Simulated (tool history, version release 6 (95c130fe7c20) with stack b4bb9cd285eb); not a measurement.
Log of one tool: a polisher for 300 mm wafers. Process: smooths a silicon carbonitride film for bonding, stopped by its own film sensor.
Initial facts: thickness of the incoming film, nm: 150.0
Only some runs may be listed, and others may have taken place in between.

run	hour	flow of slurry (ml/min)	pressure of the wafer on the pad (psi)	speed of the pad under the wafer (m/s)	abrasive content of the slurry	target thickness at which the film sensor stops the polish (nm)	time until the film sensor stopped the polish (s)
1	0.0	310	2.7	1.02	1.0	121	90.063
2	5.2	310	2.7	1.18	1.0	121	82.593
3	12.5	275	2.7	1.18	1.0	121	81.218
4	20.8	340	2.7	1.18	1.0	121	79.421
5	25.6	280	2.7	1.18	1.0	121	82.127
6	29.5	280	2.9	1.20	1.0	121	76.466

What does the tool deliver on the next run?
7	34.0	280	2.9	1.20	1.0	121	?

For run 7 the tool returned time until the film sensor stopped the polish (s) 72.393.
